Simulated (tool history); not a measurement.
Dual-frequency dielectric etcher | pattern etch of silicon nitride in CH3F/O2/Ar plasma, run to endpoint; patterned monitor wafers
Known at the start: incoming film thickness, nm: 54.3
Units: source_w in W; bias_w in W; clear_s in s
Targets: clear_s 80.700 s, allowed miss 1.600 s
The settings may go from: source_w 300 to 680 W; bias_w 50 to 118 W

run	hour	source_w	bias_w	clear_s
1	0.0	490	84	68.736
2	5.7	470	83	70.611
3	9.2	410	83	72.703
4	17.0	400	82	74.233
5	20.2	470	82	70.510
6	27.6	400	82	73.312
7	30.0	390	80	74.999
8	32.7	380	79	75.817
9	35.7	370	78	76.689
10	42.1	360	78	77.358
11	51.0	350	78	77.951
12	57.2	340	78	79.211
13	60.3	330	78	78.698
# hour 68.5: wet clean of the chamber
14	68.5	300	75	84.947
15	75.9	310	75	83.528
16	77.2	330	75	83.761
17	86.0	340	75	82.005

Which of these 5 next moves meets every target?
A	94.8	400	79	?
B	94.8	330	80	?
C	94.8	310	78	?
D	94.8	440	55	?
E	94.8	320	75	?

move	clear_s
A	77.750
B	81.366
C	83.411
D	85.892
E	83.944
A: takes the result that was furthest off past its target
B: meets every target
C: further off than the last run
D: further off than the last run
E: further off than the last run
Answer: B

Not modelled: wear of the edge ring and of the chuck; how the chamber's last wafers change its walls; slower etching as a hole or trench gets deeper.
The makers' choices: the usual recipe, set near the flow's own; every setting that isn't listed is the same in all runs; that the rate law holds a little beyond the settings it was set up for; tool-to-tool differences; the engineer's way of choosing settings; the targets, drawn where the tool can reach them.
